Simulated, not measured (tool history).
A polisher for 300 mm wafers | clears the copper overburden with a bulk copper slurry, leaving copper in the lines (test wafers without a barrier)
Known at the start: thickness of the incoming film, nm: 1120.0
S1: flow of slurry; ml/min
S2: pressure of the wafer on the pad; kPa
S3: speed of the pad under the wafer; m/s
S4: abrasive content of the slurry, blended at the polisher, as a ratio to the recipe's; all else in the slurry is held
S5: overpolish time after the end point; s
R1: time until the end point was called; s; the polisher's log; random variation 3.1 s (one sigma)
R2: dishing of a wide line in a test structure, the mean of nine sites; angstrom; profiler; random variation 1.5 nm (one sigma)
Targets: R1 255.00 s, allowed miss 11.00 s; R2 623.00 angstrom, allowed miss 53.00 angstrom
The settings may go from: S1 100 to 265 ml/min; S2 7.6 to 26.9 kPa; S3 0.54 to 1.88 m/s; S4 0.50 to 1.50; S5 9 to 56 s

run	hour	S1	S2	S3	S4	S5	R1	R2
1	0.0	170	17.2	1.20	1.00	29	118.16	688.65
2	8.6	170	17.2	1.20	0.90	29	120.45	709.04
3	15.0	170	17.2	1.20	0.90	35	118.16	687.31
4	16.4	170	15.9	1.14	0.85	29	133.41	669.05
5	20.4	165	14.5	1.04	0.75	35	164.69	655.11
6	25.6	165	13.1	1.02	0.70	39	186.32	664.21
7	34.0	165	11.7	1.02	0.70	39	204.48	640.29
8	40.1	165	11.0	1.02	0.70	40	220.91	589.63
9	42.0	160	11.7	0.82	0.70	54	239.54	673.42
10	49.3	160	11.7	0.82	0.70	52	241.25	626.17

Which of these 5 next moves meets every target?
A	56.6	260	11.7	0.54	0.75	33	?	?
B	56.6	165	9.7	1.00	0.60	56	?	?
C	56.6	150	12.4	0.60	0.50	53	?	?
D	56.6	130	12.4	0.86	0.70	43	?	?
E	56.6	160	11.0	0.68	0.75	56	?	?

move	R1	R2
A	276.10	540.31
B	257.93	628.67
C	287.89	633.56
D	223.12	640.99
E	273.96	636.95
A: takes the result that was furthest off past its target
B: meets every target
C: takes the result that was furthest off past its target
D: further off than the last run
E: takes the result that was furthest off past its target
Answer: B

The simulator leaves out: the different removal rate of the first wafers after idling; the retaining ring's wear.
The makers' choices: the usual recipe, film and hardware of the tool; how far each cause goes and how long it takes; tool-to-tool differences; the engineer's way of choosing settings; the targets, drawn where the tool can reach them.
